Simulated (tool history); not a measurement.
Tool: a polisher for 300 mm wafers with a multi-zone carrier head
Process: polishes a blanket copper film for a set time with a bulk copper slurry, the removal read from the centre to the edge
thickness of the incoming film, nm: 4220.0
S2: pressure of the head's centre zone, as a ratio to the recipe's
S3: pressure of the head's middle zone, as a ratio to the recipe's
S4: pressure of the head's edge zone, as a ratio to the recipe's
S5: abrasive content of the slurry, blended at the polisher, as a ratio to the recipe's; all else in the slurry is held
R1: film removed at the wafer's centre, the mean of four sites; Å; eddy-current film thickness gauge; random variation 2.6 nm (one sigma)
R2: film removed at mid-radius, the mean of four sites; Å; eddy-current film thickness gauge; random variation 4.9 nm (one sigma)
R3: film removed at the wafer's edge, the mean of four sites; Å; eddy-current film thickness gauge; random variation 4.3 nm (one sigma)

run 1 hour=0.0 | flow_of_slurry_(ml/min)=310 S2=1.00 S3=1.00 S4=1.00 S5=1.00 polishing_time_(s)=73 | R1=4755.1 R2=4577.8 R3=4708.3
run 2 hour=6.5 | flow_of_slurry_(ml/min)=305 S2=1.01 S3=0.95 S4=0.97 S5=0.85 polishing_time_(s)=72 | R1=4666.4 R2=4175.2 R3=4407.7
run 3 hour=13.7 | flow_of_slurry_(ml/min)=300 S2=1.00 S3=0.92 S4=0.96 S5=0.75 polishing_time_(s)=72 | R1=4446.0 R2=4053.8 R3=4300.3
run 4 hour=17.8 | flow_of_slurry_(ml/min)=300 S2=1.00 S3=0.92 S4=1.01 S5=0.75 polishing_time_(s)=72 | R1=4531.5 R2=4037.4 R3=4514.3
run 5 hour=22.7 | flow_of_slurry_(ml/min)=295 S2=1.01 S3=0.89 S4=0.99 S5=0.70 polishing_time_(s)=71 | R1=4437.3 R2=3754.9 R3=4259.7
run 6 hour=27.9 | flow_of_slurry_(ml/min)=295 S2=1.01 S3=0.89 S4=1.07 S5=0.70 polishing_time_(s)=71 | R1=4398.1 R2=3794.7 R3=4384.9

The next listed run, before its measurement:
run 7 hour=32.2 | flow_of_slurry_(ml/min)=290 S2=1.02 S3=0.88 S4=1.04 S5=0.65 polishing_time_(s)=70 | R1=? R2=? R3=?

Run 7 gave R1 4372.1 Å, R2 3638.8 Å, R3 4250.6 Å.
